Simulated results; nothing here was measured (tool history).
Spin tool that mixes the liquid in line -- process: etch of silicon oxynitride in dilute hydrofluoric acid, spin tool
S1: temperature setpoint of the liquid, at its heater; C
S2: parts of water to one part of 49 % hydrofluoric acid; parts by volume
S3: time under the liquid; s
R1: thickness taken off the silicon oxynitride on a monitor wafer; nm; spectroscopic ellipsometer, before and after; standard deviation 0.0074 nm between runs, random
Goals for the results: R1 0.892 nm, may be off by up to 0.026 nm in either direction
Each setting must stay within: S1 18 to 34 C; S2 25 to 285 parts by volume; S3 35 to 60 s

run,day,S1,S2,S3,R1
1,0,26,155,60,1.1819
2,0.338,25,155,60,1.0918
3,0.496,25,110,60,1.6166
4,0.625,25,90,60,1.9903
5,0.767,24,100,60,1.7161
6,0.962,23,110,60,1.4665
7,1.088,22,115,60,1.343
8,1.242,21.5,120,60,1.2598
9,1.362,21,125,60,1.177
10,1.479,20.5,130,60,1.0772
11,1.625,20,130,60,1.0775
12,1.725,19.5,130,60,1.0401
13,1.767,18,145,60,0.85074

Which of these 4 next moves meets every target?
A,1.808,21.5,155,60,?
B,1.808,18,140,60,?
C,1.808,21.5,175,60,?
D,1.808,18.5,135,60,?

move,R1
A,0.95378
B,0.90247
C,0.83279
D,0.96212
A: the result that was furthest off in the last run now lies on the other side of its target
B: meets every target
C: misses by more than the last run did
D: the result that was furthest off in the last run now lies on the other side of its target
Move B is the one to make.
